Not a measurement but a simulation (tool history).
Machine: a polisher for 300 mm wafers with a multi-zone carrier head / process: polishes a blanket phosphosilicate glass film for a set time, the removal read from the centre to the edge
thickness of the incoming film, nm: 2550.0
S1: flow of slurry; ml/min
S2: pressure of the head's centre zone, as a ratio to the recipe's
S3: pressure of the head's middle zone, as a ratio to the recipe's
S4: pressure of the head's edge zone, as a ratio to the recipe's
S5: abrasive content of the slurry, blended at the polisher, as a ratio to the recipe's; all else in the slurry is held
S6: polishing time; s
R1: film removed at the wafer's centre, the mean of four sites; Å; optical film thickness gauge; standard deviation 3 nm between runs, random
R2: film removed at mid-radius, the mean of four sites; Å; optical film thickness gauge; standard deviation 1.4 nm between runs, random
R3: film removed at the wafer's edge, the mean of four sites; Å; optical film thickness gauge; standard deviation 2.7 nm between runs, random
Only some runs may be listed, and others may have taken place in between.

run  hour   S1    S2    S3    S4    S5  S6      R1      R2      R3
  1   0.0  170  1.00  1.00  1.00  1.00  53  2939.1  2969.7  2936.0
  2   1.2  170  1.00  1.00  0.98  0.95  52  2799.6  2865.0  2842.8
  3   4.9  135  1.00  1.00  0.98  0.95  52  2765.7  2758.7  2674.0
  4   8.2  120  1.00  1.00  0.98  0.95  52  2706.2  2735.6  2662.0
  5  11.3  120  1.00  1.00  0.96  0.90  52  2645.6  2700.1  2603.1
  6  17.0  115  1.01  1.01  0.95  0.85  51  2442.4  2595.0  2435.5
  7  21.5  115  1.03  1.01  0.94  0.80  51  2534.7  2471.6  2327.7
  8  27.5  115  1.03  1.01  0.93  0.75  51  2414.2  2360.5  2277.9
  9  28.7  150  1.06  1.11  0.83  0.50  47  1835.6  1889.4  1566.9
 10  36.0  150  1.06  1.11  0.85  0.50  47  1776.8  1888.5  1644.7
 11  41.1  150  1.06  1.11  0.85  0.50  47  1788.8  1860.1  1552.1

Run 12 is up next; what results do you expect?
 12  49.0  150  1.06  1.11  0.86  0.50  47   ?   ?   ?

R1: 1743.4 Å
R2: 1872.9 Å
R3: 1587.0 Å
